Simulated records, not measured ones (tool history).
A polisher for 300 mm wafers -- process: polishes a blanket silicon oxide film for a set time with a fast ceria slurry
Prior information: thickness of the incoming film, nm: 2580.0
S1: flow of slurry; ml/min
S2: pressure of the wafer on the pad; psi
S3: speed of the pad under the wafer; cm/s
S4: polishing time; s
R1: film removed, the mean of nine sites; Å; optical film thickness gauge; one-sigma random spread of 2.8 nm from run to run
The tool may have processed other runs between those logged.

{"run": 1, "hour": 0.0, "S1": 180, "S2": 2.7, "S3": 76, "S4": 42, "R1": 4998.2}
{"run": 2, "hour": 6.0, "S1": 175, "S2": 2.4, "S3": 76, "S4": 42, "R1": 4396.4}
{"run": 3, "hour": 12.2, "S1": 170, "S2": 2.2, "S3": 76, "S4": 42, "R1": 4119.7}
{"run": 4, "hour": 14.7, "S1": 170, "S2": 2, "S3": 76, "S4": 42, "R1": 3906.1}
{"run": 5, "hour": 20.3, "S1": 165, "S2": 1.9, "S3": 76, "S4": 42, "R1": 3736.4}
{"run": 6, "hour": 23.9, "S1": 165, "S2": 1.8, "S3": 76, "S4": 42, "R1": 3560.7}
{"run": 7, "hour": 26.9, "S1": 160, "S2": 1.7, "S3": 76, "S4": 42, "R1": 3442}
{"run": 8, "hour": 34.2, "S1": 155, "S2": 1.6, "S3": 76, "S4": 42, "R1": 3221.7}

What will run 9 give?
{"run": 9, "hour": 39.3, "S1": 150, "S2": 1.6, "S3": 76, "S4": 42, "R1": "?"}

For run 9 the tool returned R1 3250.8 Å.
